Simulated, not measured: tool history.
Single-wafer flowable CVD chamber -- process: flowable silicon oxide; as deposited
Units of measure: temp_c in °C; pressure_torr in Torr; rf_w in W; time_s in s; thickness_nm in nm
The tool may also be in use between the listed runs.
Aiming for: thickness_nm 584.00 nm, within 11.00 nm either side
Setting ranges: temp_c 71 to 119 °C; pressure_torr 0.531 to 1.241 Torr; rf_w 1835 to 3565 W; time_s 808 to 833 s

run	hour	temp_c	pressure_torr	rf_w	time_s	thickness_nm
1	0.0	95	0.886	2700	808	817.19
2	0.8	97	0.886	2700	808	757.42
3	7.4	97	0.886	2700	833	784.34
4	14.5	97	0.886	2700	808	761.78
5	19.2	97	0.886	2475	808	752.22
6	26.0	98	0.886	2475	808	726.66
7	27.0	99	0.886	2475	808	716.90
8	31.8	100	0.886	2475	808	693.54
9	33.2	101	0.886	2475	808	668.34
10	36.6	102	0.886	2475	808	646.51
11	43.3	103	0.886	2475	808	631.95
12	46.8	105	0.886	2475	808	601.22
# hour 51.3: thermocouple changed; heater temperature recalibrated
13	51.3	106	0.886	2475	808	501.76
14	58.5	102	0.886	2475	808	563.88

Below are 4 possible settings for the next run. Only one of them brings all results inside the allowed miss of their targets. Which is it?
A	65.7	102	0.920	2550	808	?
B	65.7	101	0.909	2535	833	?
C	65.7	99	0.766	2360	825	?
D	65.7	98	0.834	2620	808	?

move	thickness_nm
A	577.62
B	607.19
C	549.07
D	602.81
A: every result within its allowed miss
B: moves the result that the last run missed by most past its target, out the other side
C: lands further from the targets than the last run did
D: moves the result that the last run missed by most past its target, out the other side
Move A is the one to make.
